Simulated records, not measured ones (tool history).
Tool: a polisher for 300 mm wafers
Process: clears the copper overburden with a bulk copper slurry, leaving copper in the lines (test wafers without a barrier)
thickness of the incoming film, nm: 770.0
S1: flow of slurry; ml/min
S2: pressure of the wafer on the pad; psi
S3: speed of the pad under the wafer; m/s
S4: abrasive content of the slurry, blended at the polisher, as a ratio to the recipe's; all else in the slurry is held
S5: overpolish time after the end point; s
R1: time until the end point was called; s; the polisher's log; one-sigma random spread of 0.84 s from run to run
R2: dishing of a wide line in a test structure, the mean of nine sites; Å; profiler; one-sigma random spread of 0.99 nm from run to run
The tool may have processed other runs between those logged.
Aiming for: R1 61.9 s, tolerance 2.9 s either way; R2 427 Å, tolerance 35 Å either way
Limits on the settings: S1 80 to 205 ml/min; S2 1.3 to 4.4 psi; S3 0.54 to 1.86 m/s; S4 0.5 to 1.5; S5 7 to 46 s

run	hour	S1	S2	S3	S4	S5	R1	R2
1	0	135	2.8	1.18	1	24	91.184	431.03
2	1.3	135	3.1	1.2	1	20	81.096	428.04
3	4.1	135	3.3	1.2	1	18	78.214	430.58
4	13.1	140	3.5	1.22	1	15	71.062	423.73
5	14.9	140	3.5	1.22	1	7	71.042	349.15
6	16.6	140	3.5	1.22	0.9	7	72.962	334.96
7	22.5	130	3.7	1.18	1.15	18	65.978	439.15
8	28.6	130	3.8	1.18	1.15	17	66.635	428.32

Next run, 5 choices. One meets every target within its allowed miss, the rest don't. Which?
A	34.7	85	3.9	1.22	0.95	15	?	?
B	34.7	110	3.9	1.08	1.15	22	?	?
C	34.7	140	4.2	1.12	1.1	15	?	?
D	34.7	140	4.2	0.9	1.1	21	?	?
E	34.7	130	3.6	1.18	1.15	19	?	?

move	R1	R2
A	68.624	427
B	70.599	437.12
C	62.181	432.8
D	76.037	436.77
E	68.761	432.71
A: further off than the last run
B: further off than the last run
C: meets every target
D: further off than the last run
E: further off than the last run
C is the move that brings every result within its allowed miss.
